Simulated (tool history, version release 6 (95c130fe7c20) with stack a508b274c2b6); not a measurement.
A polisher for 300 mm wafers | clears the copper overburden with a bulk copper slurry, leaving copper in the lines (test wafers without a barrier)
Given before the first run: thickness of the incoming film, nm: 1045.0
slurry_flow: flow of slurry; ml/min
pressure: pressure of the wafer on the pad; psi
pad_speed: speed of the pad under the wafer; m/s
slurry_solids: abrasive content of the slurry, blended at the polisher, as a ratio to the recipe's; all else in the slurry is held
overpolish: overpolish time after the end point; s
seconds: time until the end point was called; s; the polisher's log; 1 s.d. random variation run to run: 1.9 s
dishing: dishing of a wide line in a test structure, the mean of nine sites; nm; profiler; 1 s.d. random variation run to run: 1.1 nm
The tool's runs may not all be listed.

run  hour  slurry_flow  pressure  pad_speed  slurry_solids  overpolish  seconds  dishing
  1     0          285       1.9       1.04              1          10   144.68   47.948
  2   1.7          285       1.5       1.04              1          10   177.91   42.126
  3   8.6          285       1.7       1.06              1          10   161.03   45.142
  4  15.2          285       1.7       1.06           0.85          10   166.71   43.689
  5  19.4          285       1.9       1.08           0.85          10   150.37   50.703
  6  24.4          285       1.5       1.08           0.85          10   177.26   42.687
  7  30.4          285       1.8        1.1           0.85          10   154.07   47.755
  8  36.4          285         2       1.12           0.85          10   138.26   51.878

Expected results for the next run?
  9    44          285       2.2       1.12           0.85          10        ?        ?

For run 9 the tool returned seconds 131.21 s, dishing 54.5 nm.
